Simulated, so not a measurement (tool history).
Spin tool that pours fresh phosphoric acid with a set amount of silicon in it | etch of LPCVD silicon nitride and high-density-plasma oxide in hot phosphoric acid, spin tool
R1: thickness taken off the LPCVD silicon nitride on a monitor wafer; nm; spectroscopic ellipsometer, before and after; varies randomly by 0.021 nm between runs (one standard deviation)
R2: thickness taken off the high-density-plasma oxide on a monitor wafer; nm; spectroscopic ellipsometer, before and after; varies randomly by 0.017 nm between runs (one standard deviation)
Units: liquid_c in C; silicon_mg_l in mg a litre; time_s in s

Run 1, day 0.000: liquid_c 160.0 C, silicon_mg_l 17.0 mg a litre, time_s 125 s. Result: R1 10.2540 nm, R2 0.46937 nm.
Run 2, day 0.175: liquid_c 160.0 C, silicon_mg_l 13.0 mg a litre, time_s 125 s. Result: R1 10.2770 nm, R2 0.54632 nm.
Run 3, day 0.517: liquid_c 159.0 C, silicon_mg_l 12.0 mg a litre, time_s 110 s. Result: R1 8.7095 nm, R2 0.46828 nm.
Run 4, day 0.688: liquid_c 159.0 C, silicon_mg_l 12.0 mg a litre, time_s 60 s. Result: R1 4.7611 nm, R2 0.21915 nm.
Run 5, day 1.012: liquid_c 158.5 C, silicon_mg_l 12.0 mg a litre, time_s 60 s. Result: R1 4.6912 nm, R2 0.22926 nm.
Run 6, day 1.158: liquid_c 160.0 C, silicon_mg_l 10.5 mg a litre, time_s 60 s. Result: R1 4.9117 nm, R2 0.26036 nm.
Run 7, day 1.371: liquid_c 161.0 C, silicon_mg_l 12.0 mg a litre, time_s 65 s. Result: R1 5.5497 nm, R2 0.30920 nm.
Run 8, day 1.712: liquid_c 161.5 C, silicon_mg_l 13.5 mg a litre, time_s 65 s. Result: R1 5.6412 nm, R2 0.31027 nm.
Run 9, day 1.742: liquid_c 161.5 C, silicon_mg_l 13.5 mg a litre, time_s 65 s. Result: R1 5.6089 nm, R2 0.32119 nm.
Run 10, day 1.942: liquid_c 162.0 C, silicon_mg_l 16.0 mg a litre, time_s 65 s. Result: R1 5.6847 nm, R2 0.29916 nm.
Run 11, day 2.258: liquid_c 162.5 C, silicon_mg_l 17.0 mg a litre, time_s 65 s. Result: R1 5.8019 nm, R2 0.30630 nm.
Run 12, day 2.404: liquid_c 163.0 C, silicon_mg_l 17.5 mg a litre, time_s 65 s. Result: R1 5.9261 nm, R2 0.29801 nm.

Run 13, settings as shown, results not yet in. Your forecast:
Run 13, day 2.750: liquid_c 163.5 C, silicon_mg_l 17.5 mg a litre, time_s 65 s. Result: R1 ?, R2 ?.

R1: 6.0048 nm
R2: 0.30553 nm

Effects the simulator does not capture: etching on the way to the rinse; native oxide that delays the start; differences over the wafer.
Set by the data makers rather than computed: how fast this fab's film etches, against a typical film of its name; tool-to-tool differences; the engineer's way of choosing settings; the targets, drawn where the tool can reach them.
